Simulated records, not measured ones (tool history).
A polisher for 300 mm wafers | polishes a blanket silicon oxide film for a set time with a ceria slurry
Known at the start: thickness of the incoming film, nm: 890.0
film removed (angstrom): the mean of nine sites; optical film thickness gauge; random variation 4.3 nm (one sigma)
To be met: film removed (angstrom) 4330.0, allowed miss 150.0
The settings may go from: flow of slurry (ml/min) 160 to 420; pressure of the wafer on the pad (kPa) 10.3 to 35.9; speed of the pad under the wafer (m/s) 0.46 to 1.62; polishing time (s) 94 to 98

run  hour  flow of slurry (ml/min)  pressure of the wafer on the pad (kPa)  speed of the pad under the wafer (m/s)  polishing time (s)  film removed (angstrom)
  1   0.0                      270                                    22.8                                    1.04                  94                   5428.4
  2   8.1                      270                                    21.4                                    1.04                  94                   5121.7
  3  11.0                      270                                    20.7                                    1.04                  94                   4972.1
  4  14.1                      270                                    23.4                                    1.04                  94                   5530.9
  5  15.7                      270                                    22.1                                    1.04                  94                   5198.8
  6  16.6                      270                                    21.4                                    1.04                  94                   5093.3
  7  17.2                      270                                    20.7                                    1.04                  94                   4960.0
  8  24.0                      270                                    20.0                                    1.04                  94                   4724.5

Which of these 5 next moves meets every target?
  A  30.8                      205                                    22.1                                    1.12                  95                        ?
  B  30.8                      250                                    19.3                                    0.98                  95                        ?
  C  30.8                      295                                    21.4                                    0.98                  98                        ?
  D  30.8                      265                                    22.8                                    0.94                  98                        ?
  E  30.8                      305                                    20.7                                    1.08                  97                        ?

move  film removed (angstrom)
   A                   5445.1
   B                   4317.6
   C                   5003.5
   D                   5048.8
   E                   5288.8
A: further off than the last run
B: meets every target
C: further off than the last run
D: further off than the last run
E: further off than the last run
Answer: B
